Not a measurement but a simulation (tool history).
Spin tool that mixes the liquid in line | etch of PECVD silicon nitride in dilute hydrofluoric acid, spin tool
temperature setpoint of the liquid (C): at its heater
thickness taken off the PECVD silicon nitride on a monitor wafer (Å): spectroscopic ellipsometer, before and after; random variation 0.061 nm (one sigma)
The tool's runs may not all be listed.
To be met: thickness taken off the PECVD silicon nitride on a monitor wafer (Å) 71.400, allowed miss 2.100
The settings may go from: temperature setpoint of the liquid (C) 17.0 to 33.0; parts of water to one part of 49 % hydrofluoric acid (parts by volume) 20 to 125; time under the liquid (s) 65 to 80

run,hour,temperature setpoint of the liquid (C),parts of water to one part of 49 % hydrofluoric acid (parts by volume),time under the liquid (s),thickness taken off the PECVD silicon nitride on a monitor wafer (Å)
1,0.0,25.0,70,80,27.213
2,8.1,25.0,70,80,27.336
3,16.5,25.0,70,65,22.298
4,17.7,23.5,70,65,19.681
5,20.9,25.5,65,65,24.819
6,28.6,25.5,55,65,29.343
7,36.1,25.5,55,65,29.026
8,39.3,29.5,25,65,82.262
9,44.1,29.0,25,65,78.866
10,46.3,28.5,25,65,76.325
11,54.7,28.0,25,65,74.152

4 next moves are on the table. One of them brings every result within its allowed miss. Which?
A,63.1,25.5,25,75,?
B,63.1,29.0,30,75,?
C,63.1,25.0,20,70,?
D,63.1,27.5,25,70,?

move,thickness taken off the PECVD silicon nitride on a monitor wafer (Å)
A,72.537
B,76.792
C,81.030
D,77.428
A: meets every target
B: further off than the last run
C: further off than the last run
D: further off than the last run
The right move is A.
